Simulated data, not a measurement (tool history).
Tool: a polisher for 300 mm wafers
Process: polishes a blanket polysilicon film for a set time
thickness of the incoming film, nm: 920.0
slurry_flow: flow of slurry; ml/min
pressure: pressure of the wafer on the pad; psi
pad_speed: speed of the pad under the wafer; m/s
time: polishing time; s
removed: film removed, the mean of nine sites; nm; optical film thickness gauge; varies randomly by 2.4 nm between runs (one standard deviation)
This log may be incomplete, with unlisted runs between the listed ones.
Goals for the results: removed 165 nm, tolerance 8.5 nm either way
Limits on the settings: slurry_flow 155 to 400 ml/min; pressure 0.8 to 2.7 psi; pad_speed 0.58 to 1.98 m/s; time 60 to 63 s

| run | day | slurry_flow | pressure | pad_speed | time | removed |
|---|---|---|---|---|---|---|
| 1 | 0 | 255 | 1.7 | 1.28 | 60 | 310.61 |
| 2 | 0.058 | 255 | 1.7 | 1.48 | 60 | 363.47 |
| 3 | 0.258 | 255 | 1.4 | 1.36 | 60 | 272.52 |
| 4 | 0.304 | 255 | 1.4 | 1.1 | 60 | 226.96 |
| 5 | 0.358 | 255 | 1.4 | 1.1 | 63 | 237.14 |
| 6 | 0.467 | 255 | 1.4 | 1.28 | 63 | 270.17 |
| 7 | 0.788 | 255 | 1.2 | 1.24 | 63 | 227.32 |
| 8 | 1.154 | 255 | 1.1 | 1.22 | 63 | 205.73 |
| 9 | 1.279 | 255 | 1 | 1.22 | 63 | 184.22 |
| 10 | 1.367 | 255 | 0.8 | 1.22 | 63 | 153.53 |

5 next moves are on the table. One of them brings every result within its allowed miss. Which?
| A | 1.454 | 290 | 0.9 | 1.38 | 63 | ? |
| B | 1.454 | 255 | 0.9 | 1.24 | 60 | ? |
| C | 1.454 | 225 | 0.8 | 1.18 | 61 | ? |
| D | 1.454 | 315 | 0.9 | 0.98 | 63 | ? |
| E | 1.454 | 240 | 0.9 | 1.3 | 63 | ? |

| move | removed |
|---|---|
| A | 196.48 |
| B | 166.36 |
| C | 142.06 |
| D | 142.23 |
| E | 181.55 |
A: takes the biggest miss from the last run beyond its target
B: hits every target within its allowed miss
C: lands further from the targets than the last run did
D: lands further from the targets than the last run did
E: takes the biggest miss from the last run beyond its target
The right move is B.
